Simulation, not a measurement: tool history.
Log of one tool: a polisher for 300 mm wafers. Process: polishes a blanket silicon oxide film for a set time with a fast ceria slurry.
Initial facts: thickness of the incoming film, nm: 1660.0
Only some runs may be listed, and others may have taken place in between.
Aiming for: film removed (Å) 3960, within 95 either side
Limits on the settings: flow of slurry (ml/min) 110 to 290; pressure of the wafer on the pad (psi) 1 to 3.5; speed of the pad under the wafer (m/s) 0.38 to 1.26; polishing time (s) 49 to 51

run    day  flow of slurry (ml/min)  pressure of the wafer on the pad (psi)  speed of the pad under the wafer (m/s)  polishing time (s)  film removed (Å)
  1      0                      185                                     2.2                                    0.82                  49            5884.6
  2   0.05                      185                                     2.6                                    0.82                  49            6763.5
  3  0.375                      180                                     2.4                                    0.82                  49              6314
  4  0.442                      180                                     2.3                                    0.82                  49            6063.1
  5  0.467                      180                                     2.3                                    0.98                  49            7257.5
  6   0.65                      180                                       2                                    0.98                  49            6504.1
  7  0.833                      175                                     1.9                                    0.98                  49            6210.9
  8  1.158                      170                                     1.8                                    0.98                  49            5974.1
  9  1.404                      170                                     1.8                                    0.98                  49            6037.5
 10  1.525                      170                                     1.8                                    0.98                  49              5961

Pick the move, out of 5, that brings all results within their allowed miss; only one does.
  A  1.646                      205                                     1.4                                    0.76                  49                 ?
  B  1.646                      110                                     1.4                                    0.94                  51                 ?
  C  1.646                      170                                     1.2                                    0.78                  49                 ?
  D  1.646                      165                                     1.3                                    0.76                  49                 ?
  E  1.646                      120                                     1.4                                    0.62                  49                 ?

move  film removed (Å)
   A            3974.1
   B            4674.1
   C            3589.7
   D            3679.7
   E              3043
A: hits every target within its allowed miss
B: moves toward the targets from the last run without getting all of them in spec
C: takes the biggest miss from the last run beyond its target
D: takes the biggest miss from the last run beyond its target
E: takes the biggest miss from the last run beyond its target
A is the move that brings every result within its allowed miss.
